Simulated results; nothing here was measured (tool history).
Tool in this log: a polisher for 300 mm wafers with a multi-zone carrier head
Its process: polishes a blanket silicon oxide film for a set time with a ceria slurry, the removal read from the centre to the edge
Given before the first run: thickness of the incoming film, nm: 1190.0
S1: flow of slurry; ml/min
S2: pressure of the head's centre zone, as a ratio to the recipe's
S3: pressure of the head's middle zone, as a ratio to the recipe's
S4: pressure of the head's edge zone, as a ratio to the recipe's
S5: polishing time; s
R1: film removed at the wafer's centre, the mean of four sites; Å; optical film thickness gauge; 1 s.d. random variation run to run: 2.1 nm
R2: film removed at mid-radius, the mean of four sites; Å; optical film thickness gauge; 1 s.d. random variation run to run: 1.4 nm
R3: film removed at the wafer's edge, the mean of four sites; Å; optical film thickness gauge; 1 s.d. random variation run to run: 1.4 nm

| run | day | S1 | S2 | S3 | S4 | S5 | R1 | R2 | R3 |
|---|---|---|---|---|---|---|---|---|---|
| 1 | 0.000 | 270 | 1.00 | 1.00 | 1.00 | 42 | 1693.0 | 1648.9 | 1724.5 |
| 2 | 0.200 | 270 | 1.01 | 1.01 | 0.98 | 41 | 1692.3 | 1628.9 | 1697.7 |
| 3 | 0.262 | 275 | 1.02 | 1.03 | 0.96 | 40 | 1681.9 | 1624.3 | 1584.5 |
| 4 | 0.350 | 275 | 1.02 | 1.03 | 0.94 | 40 | 1633.5 | 1608.7 | 1579.4 |
| 5 | 0.412 | 275 | 1.03 | 1.03 | 0.93 | 39 | 1646.2 | 1586.5 | 1563.2 |
| 6 | 0.483 | 275 | 1.03 | 1.03 | 0.90 | 39 | 1630.7 | 1574.1 | 1528.8 |
| 7 | 0.612 | 275 | 1.04 | 1.04 | 0.89 | 38 | 1580.0 | 1549.7 | 1462.9 |
| 8 | 0.762 | 275 | 1.05 | 1.04 | 0.88 | 38 | 1617.3 | 1560.6 | 1449.7 |
| 9 | 0.958 | 275 | 1.06 | 1.04 | 0.87 | 38 | 1600.7 | 1512.0 | 1436.5 |
| 10 | 1.000 | 275 | 1.07 | 1.05 | 0.86 | 38 | 1670.3 | 1522.3 | 1456.5 |

Expected results for the next run?
| 11 | 1.096 | 275 | 1.09 | 1.14 | 0.81 | 33 | ? | ? | ? |

{"run 11": {"R1": 1460.3, "R2": 1431.6, "R3": 1208.4}}

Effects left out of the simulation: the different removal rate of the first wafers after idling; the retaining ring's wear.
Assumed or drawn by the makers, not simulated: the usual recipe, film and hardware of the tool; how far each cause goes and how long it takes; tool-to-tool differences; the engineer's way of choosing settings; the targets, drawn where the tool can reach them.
